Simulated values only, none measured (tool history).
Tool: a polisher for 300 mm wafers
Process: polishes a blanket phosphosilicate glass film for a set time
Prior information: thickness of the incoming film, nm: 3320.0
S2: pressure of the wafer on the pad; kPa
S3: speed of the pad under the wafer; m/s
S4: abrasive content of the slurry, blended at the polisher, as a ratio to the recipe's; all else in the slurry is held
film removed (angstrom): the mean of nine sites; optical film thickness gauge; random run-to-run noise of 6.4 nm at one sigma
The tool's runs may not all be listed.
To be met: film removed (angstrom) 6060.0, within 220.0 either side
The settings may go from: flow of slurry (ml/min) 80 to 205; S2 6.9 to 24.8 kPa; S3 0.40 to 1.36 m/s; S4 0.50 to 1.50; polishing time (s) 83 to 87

{"run": 1, "day": 0.0, "flow of slurry (ml/min)": 135, "S2": 15.9, "S3": 0.88, "S4": 1.0, "polishing time (s)": 83, "film removed (angstrom)": 4862.2}
{"run": 2, "day": 0.212, "flow of slurry (ml/min)": 160, "S2": 15.9, "S3": 0.88, "S4": 1.0, "polishing time (s)": 83, "film removed (angstrom)": 4961.7}
{"run": 3, "day": 0.321, "flow of slurry (ml/min)": 160, "S2": 15.9, "S3": 0.98, "S4": 1.0, "polishing time (s)": 83, "film removed (angstrom)": 5543.5}
{"run": 4, "day": 0.546, "flow of slurry (ml/min)": 160, "S2": 16.5, "S3": 0.98, "S4": 1.0, "polishing time (s)": 83, "film removed (angstrom)": 5695.0}
{"run": 5, "day": 0.579, "flow of slurry (ml/min)": 160, "S2": 20.0, "S3": 0.98, "S4": 1.0, "polishing time (s)": 83, "film removed (angstrom)": 6899.4}
{"run": 6, "day": 0.725, "flow of slurry (ml/min)": 160, "S2": 22.8, "S3": 0.98, "S4": 1.0, "polishing time (s)": 83, "film removed (angstrom)": 7645.1}
{"run": 7, "day": 0.808, "flow of slurry (ml/min)": 160, "S2": 22.8, "S3": 0.98, "S4": 1.0, "polishing time (s)": 83, "film removed (angstrom)": 7721.9}
{"run": 8, "day": 1.071, "flow of slurry (ml/min)": 155, "S2": 21.4, "S3": 0.98, "S4": 1.0, "polishing time (s)": 83, "film removed (angstrom)": 7226.0}
{"run": 9, "day": 1.183, "flow of slurry (ml/min)": 155, "S2": 20.7, "S3": 0.98, "S4": 1.0, "polishing time (s)": 83, "film removed (angstrom)": 6801.6}

Which single option among these 4 for the next run brings every result within its allowed miss of target? Just one does.
{"run": "A", "day": 1.296, "flow of slurry (ml/min)": 155, "S2": 20.7, "S3": 0.88, "S4": 1.0, "polishing time (s)": 84, "film removed (angstrom)": "?"}
{"run": "B", "day": 1.296, "flow of slurry (ml/min)": 170, "S2": 19.3, "S3": 0.74, "S4": 1.1, "polishing time (s)": 84, "film removed (angstrom)": "?"}
{"run": "C", "day": 1.296, "flow of slurry (ml/min)": 185, "S2": 19.3, "S3": 0.82, "S4": 1.15, "polishing time (s)": 84, "film removed (angstrom)": "?"}
{"run": "D", "day": 1.296, "flow of slurry (ml/min)": 110, "S2": 21.4, "S3": 0.82, "S4": 0.65, "polishing time (s)": 87, "film removed (angstrom)": "?"}

move=A film_removed_(angstrom)=6521.0
move=B film_removed_(angstrom)=5588.4
move=C film_removed_(angstrom)=6168.4
move=D film_removed_(angstrom)=5565.2
A: better than the last run, though not everything is in spec
B: moves the result that the last run missed by most past its target, out the other side
C: each result inside its tolerance
D: moves the result that the last run missed by most past its target, out the other side
So the answer is move C, the one that meets all the targets.

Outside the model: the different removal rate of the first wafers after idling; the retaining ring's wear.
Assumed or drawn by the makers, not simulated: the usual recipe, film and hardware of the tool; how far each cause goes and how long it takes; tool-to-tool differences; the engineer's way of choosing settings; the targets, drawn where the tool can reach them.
